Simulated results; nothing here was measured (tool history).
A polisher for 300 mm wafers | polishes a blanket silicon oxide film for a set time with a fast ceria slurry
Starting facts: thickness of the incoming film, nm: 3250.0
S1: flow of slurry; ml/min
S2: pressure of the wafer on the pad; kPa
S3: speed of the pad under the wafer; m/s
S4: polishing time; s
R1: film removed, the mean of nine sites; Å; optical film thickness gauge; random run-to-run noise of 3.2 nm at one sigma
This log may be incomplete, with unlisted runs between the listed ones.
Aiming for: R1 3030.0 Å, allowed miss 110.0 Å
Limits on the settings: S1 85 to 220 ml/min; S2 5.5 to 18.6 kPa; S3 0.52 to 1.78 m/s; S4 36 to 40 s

run,hour,S1,S2,S3,S4,R1
1,0.0,140,11.7,1.14,40,3766.2
2,8.5,140,13.8,1.14,40,4310.7
3,16.1,140,13.8,1.14,36,3840.5
4,23.3,135,12.4,1.14,36,3568.3
5,23.9,135,15.2,1.14,36,3985.0
6,25.1,135,13.1,1.14,36,3677.5
7,26.6,125,12.4,1.14,36,3433.6
8,32.2,115,12.4,1.14,36,3448.8
9,36.1,110,11.7,1.14,36,3182.3
10,37.4,105,11.7,1.14,36,3257.2

Exactly one of the 5 candidate moves below puts every result within its allowed miss. Which one?
A,38.7,120,11.7,1.28,36,?
B,38.7,100,13.1,1.08,40,?
C,38.7,105,10.3,1.22,40,?
D,38.7,90,11.7,1.00,40,?
E,38.7,100,11.0,1.24,38,?

move,R1
A,3771.2
B,3633.0
C,3584.3
D,3052.9
E,3547.1
A: further off than the last run
B: further off than the last run
C: further off than the last run
D: all results in spec
E: further off than the last run
Go with D: it meets all targets.
